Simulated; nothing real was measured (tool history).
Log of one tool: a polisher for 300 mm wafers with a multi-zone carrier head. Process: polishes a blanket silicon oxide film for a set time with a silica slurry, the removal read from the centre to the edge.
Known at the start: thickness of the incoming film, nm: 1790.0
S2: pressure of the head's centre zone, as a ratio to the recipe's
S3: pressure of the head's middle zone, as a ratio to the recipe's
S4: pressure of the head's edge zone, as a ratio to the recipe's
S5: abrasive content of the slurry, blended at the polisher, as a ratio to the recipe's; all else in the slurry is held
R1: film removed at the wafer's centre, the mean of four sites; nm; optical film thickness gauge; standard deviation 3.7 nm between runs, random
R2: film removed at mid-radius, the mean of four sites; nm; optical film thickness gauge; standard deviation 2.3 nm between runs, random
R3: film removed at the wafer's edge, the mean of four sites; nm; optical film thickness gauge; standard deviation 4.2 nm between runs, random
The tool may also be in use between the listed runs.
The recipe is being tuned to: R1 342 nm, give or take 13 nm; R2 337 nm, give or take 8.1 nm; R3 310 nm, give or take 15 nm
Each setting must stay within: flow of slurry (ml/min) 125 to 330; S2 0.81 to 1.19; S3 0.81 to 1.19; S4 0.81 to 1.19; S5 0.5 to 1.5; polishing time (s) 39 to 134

run 1 hour=0 | flow_of_slurry_(ml/min)=210 S2=1 S3=1 S4=1 S5=1 polishing_time_(s)=86 | R1=236.46 R2=238.86 R3=252.54
run 2 hour=5.9 | flow_of_slurry_(ml/min)=220 S2=1.03 S3=1.03 S4=1.01 S5=1.05 polishing_time_(s)=86 | R1=260.61 R2=254.12 R3=257.64
run 3 hour=9.9 | flow_of_slurry_(ml/min)=225 S2=1.03 S3=1.05 S4=1.03 S5=1.1 polishing_time_(s)=86 | R1=261.49 R2=263.64 R3=272.5
run 4 hour=15.8 | flow_of_slurry_(ml/min)=225 S2=1.03 S3=1.05 S4=1.03 S5=1.2 polishing_time_(s)=86 | R1=268.81 R2=274.69 R3=276.82
run 5 hour=20.5 | flow_of_slurry_(ml/min)=225 S2=1.03 S3=1.02 S4=1.03 S5=1.2 polishing_time_(s)=86 | R1=272.1 R2=266.25 R3=285.11
run 6 hour=28.3 | flow_of_slurry_(ml/min)=235 S2=1.05 S3=1.05 S4=1.04 S5=1.2 polishing_time_(s)=86 | R1=274.44 R2=275.05 R3=286.46
run 7 hour=32.9 | flow_of_slurry_(ml/min)=240 S2=1.07 S3=1.07 S4=1.04 S5=1.25 polishing_time_(s)=86 | R1=292.49 R2=287.12 R3=284.69
run 8 hour=35.8 | flow_of_slurry_(ml/min)=245 S2=1.08 S3=1.09 S4=1.05 S5=1.25 polishing_time_(s)=86 | R1=286.95 R2=291.62 R3=279.06
run 9 hour=36.6 | flow_of_slurry_(ml/min)=250 S2=1.09 S3=1.1 S4=1.06 S5=1.3 polishing_time_(s)=86 | R1=296.62 R2=295.96 R3=295.82
run 10 hour=39.4 | flow_of_slurry_(ml/min)=255 S2=1.1 S3=1.11 S4=1.06 S5=1.35 polishing_time_(s)=86 | R1=300.33 R2=306.54 R3=290.86
run 11 hour=43.9 | flow_of_slurry_(ml/min)=260 S2=1.11 S3=1.12 S4=1.07 S5=1.4 polishing_time_(s)=86 | R1=316.18 R2=311.75 R3=304.87
run 12 hour=50.8 | flow_of_slurry_(ml/min)=265 S2=1.12 S3=1.13 S4=1.07 S5=1.4 polishing_time_(s)=86 | R1=316.47 R2=317.87 R3=305.78
run 13 hour=54.6 | flow_of_slurry_(ml/min)=310 S2=1.19 S3=1.16 S4=1.05 S5=1.4 polishing_time_(s)=86 | R1=337.23 R2=323.94 R3=309.87

Which one of the following 5 next-run settings gets every result inside its allowed miss? There is exactly one.
run A hour=58.4 | flow_of_slurry_(ml/min)=325 S2=1.19 S3=1.11 S4=1.03 S5=1.25 polishing_time_(s)=90 | R1=? R2=? R3=?
run B hour=58.4 | flow_of_slurry_(ml/min)=320 S2=1.19 S3=1.19 S4=1.09 S5=1.15 polishing_time_(s)=93 | R1=? R2=? R3=?
run C hour=58.4 | flow_of_slurry_(ml/min)=300 S2=1.16 S3=1.09 S4=1.03 S5=1.35 polishing_time_(s)=91 | R1=? R2=? R3=?
run D hour=58.4 | flow_of_slurry_(ml/min)=310 S2=1.17 S3=1.17 S4=1.12 S5=1.5 polishing_time_(s)=81 | R1=? R2=? R3=?
run E hour=58.4 | flow_of_slurry_(ml/min)=325 S2=1.18 S3=1.06 S4=1.08 S5=1.35 polishing_time_(s)=88 | R1=? R2=? R3=?

move=A R1=341.01 R2=317.38 R3=311.9
move=B R1=339.54 R2=335.38 R3=319.05
move=C R1=345.92 R2=323.6 R3=323.63
move=D R1=324.05 R2=319.71 R3=313.21
move=E R1=341.76 R2=307.87 R3=322.42
A: further off than the last run
B: each result inside its tolerance
C: about the same distance from the targets as the last run
D: further off than the last run
E: further off than the last run
B is the move that brings every result within its allowed miss.

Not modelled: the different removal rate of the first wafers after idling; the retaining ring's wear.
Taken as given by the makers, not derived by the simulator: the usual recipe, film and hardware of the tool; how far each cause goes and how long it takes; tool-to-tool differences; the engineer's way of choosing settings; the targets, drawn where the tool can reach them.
